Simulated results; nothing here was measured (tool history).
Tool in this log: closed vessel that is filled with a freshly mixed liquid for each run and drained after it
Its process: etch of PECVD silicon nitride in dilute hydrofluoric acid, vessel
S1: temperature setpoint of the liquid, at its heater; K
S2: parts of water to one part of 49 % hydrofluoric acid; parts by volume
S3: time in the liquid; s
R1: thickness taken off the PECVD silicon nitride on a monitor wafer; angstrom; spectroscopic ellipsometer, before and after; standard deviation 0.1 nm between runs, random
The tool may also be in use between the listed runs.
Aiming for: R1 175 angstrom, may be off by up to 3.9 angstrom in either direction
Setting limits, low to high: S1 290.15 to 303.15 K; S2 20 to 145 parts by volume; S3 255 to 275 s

{"run": 1, "hour": 0.0, "S1": 295.15, "S2": 80, "S3": 255, "R1": 81.165}
{"run": 2, "hour": 5.7, "S1": 296.15, "S2": 75, "S3": 255, "R1": 91.979}
{"run": 3, "hour": 11.6, "S1": 296.15, "S2": 75, "S3": 275, "R1": 99.185}
{"run": 4, "hour": 19.2, "S1": 297.15, "S2": 75, "S3": 275, "R1": 106.29}
{"run": 5, "hour": 23.2, "S1": 294.65, "S2": 75, "S3": 275, "R1": 90.005}
{"run": 6, "hour": 26.0, "S1": 295.65, "S2": 75, "S3": 275, "R1": 96.67}
{"run": 7, "hour": 28.9, "S1": 296.65, "S2": 75, "S3": 275, "R1": 102.36}
{"run": 8, "hour": 31.5, "S1": 297.65, "S2": 75, "S3": 275, "R1": 108.94}
{"run": 9, "hour": 40.7, "S1": 298.65, "S2": 75, "S3": 275, "R1": 116.5}
{"run": 10, "hour": 46.6, "S1": 299.15, "S2": 75, "S3": 275, "R1": 120.23}
{"run": 11, "hour": 52.9, "S1": 299.65, "S2": 75, "S3": 275, "R1": 124.15}
{"run": 12, "hour": 57.1, "S1": 300.15, "S2": 75, "S3": 275, "R1": 129.08}
{"run": 13, "hour": 63.6, "S1": 300.15, "S2": 75, "S3": 275, "R1": 129.32}
{"run": 14, "hour": 71.4, "S1": 300.65, "S2": 75, "S3": 275, "R1": 132.88}
{"run": 15, "hour": 78.7, "S1": 301.15, "S2": 75, "S3": 275, "R1": 138.28}
{"run": 16, "hour": 85.7, "S1": 301.65, "S2": 75, "S3": 275, "R1": 141.96}

5 candidate next runs follow, results not yet known. Just one meets every target within its allowed miss. Identify it.
{"run": "A", "hour": 92.7, "S1": 302.15, "S2": 60, "S3": 275, "R1": "?"}
{"run": "B", "hour": 92.7, "S1": 301.65, "S2": 65, "S3": 275, "R1": "?"}
{"run": "C", "hour": 92.7, "S1": 302.65, "S2": 60, "S3": 275, "R1": "?"}
{"run": "D", "hour": 92.7, "S1": 296.15, "S2": 65, "S3": 255, "R1": "?"}
{"run": "E", "hour": 92.7, "S1": 302.65, "S2": 60, "S3": 255, "R1": "?"}

move=A R1=181.96
move=B R1=162.73
move=C R1=187.93
move=D R1=104.92
move=E R1=174.26
A: carries the result that was furthest off beyond its target, to the other side
B: gains on the last run, yet a result remains outside its allowed miss
C: carries the result that was furthest off beyond its target, to the other side
D: lands further from the targets than the last run did
E: every result lands within tolerance
E meets every target.

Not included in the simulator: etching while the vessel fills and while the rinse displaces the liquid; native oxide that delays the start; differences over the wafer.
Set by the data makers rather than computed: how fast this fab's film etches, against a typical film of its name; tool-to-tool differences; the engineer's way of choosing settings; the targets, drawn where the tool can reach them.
